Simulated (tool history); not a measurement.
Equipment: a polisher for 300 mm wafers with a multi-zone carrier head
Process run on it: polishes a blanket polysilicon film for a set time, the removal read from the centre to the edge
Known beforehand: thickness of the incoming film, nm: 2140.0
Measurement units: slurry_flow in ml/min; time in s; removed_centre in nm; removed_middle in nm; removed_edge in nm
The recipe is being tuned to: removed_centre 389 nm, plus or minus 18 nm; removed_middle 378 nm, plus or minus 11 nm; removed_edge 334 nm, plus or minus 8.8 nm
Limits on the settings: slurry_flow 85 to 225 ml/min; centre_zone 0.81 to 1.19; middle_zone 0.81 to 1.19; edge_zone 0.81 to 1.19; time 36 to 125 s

| run | day | slurry_flow | centre_zone | middle_zone | edge_zone | time | removed_centre | removed_middle | removed_edge |
|---|---|---|---|---|---|---|---|---|---|
| 1 | 0 | 145 | 1 | 1 | 1 | 80 | 436.75 | 418.1 | 411.31 |
| 2 | 0.088 | 145 | 1 | 1 | 1 | 100 | 537.01 | 525.73 | 515.72 |
| 3 | 0.367 | 140 | 1 | 1.01 | 0.96 | 92 | 491.37 | 475.71 | 463.37 |
| 4 | 0.696 | 155 | 1 | 1.01 | 0.96 | 92 | 487.96 | 488.52 | 469.63 |
| 5 | 0.888 | 155 | 1 | 1.01 | 1.03 | 92 | 497.56 | 487.15 | 483.48 |
| 6 | 0.925 | 145 | 1.01 | 1.02 | 0.98 | 86 | 472.42 | 460.24 | 443.23 |
| 7 | 1.129 | 145 | 1.02 | 1.03 | 0.94 | 80 | 432.01 | 429.53 | 402.08 |
| 8 | 1.388 | 140 | 1.03 | 1.03 | 0.91 | 78 | 428.93 | 419.25 | 382.61 |
| 9 | 1.596 | 140 | 1.03 | 1.03 | 0.91 | 78 | 438.39 | 415.9 | 379.24 |

Consider the 5 candidate settings below. Which is the only one whose results all fall within their allowed miss of target?
| A | 1.804 | 130 | 1.07 | 1.09 | 0.92 | 68 | ? | ? | ? |
| B | 1.804 | 155 | 1 | 1.1 | 0.9 | 71 | ? | ? | ? |
| C | 1.804 | 115 | 1.04 | 1.19 | 0.89 | 65 | ? | ? | ? |
| D | 1.804 | 145 | 1.17 | 1.16 | 0.81 | 67 | ? | ? | ? |
| E | 1.804 | 130 | 1.1 | 1.07 | 0.85 | 73 | ? | ? | ? |

| move | removed_centre | removed_middle | removed_edge |
|---|---|---|---|
| A | 388.33 | 373.06 | 332.99 |
| B | 389.22 | 402.31 | 350.32 |
| C | 353.82 | 377.95 | 309.52 |
| D | 426.07 | 393.53 | 314.07 |
| E | 428.59 | 394.18 | 345.73 |
A: every result within its allowed miss
B: moves toward the targets from the last run without getting all of them in spec
C: pushes the last run's worst result past its target
D: pushes the last run's worst result past its target
E: moves toward the targets from the last run without getting all of them in spec
So the answer is move A, the one that meets all the targets.
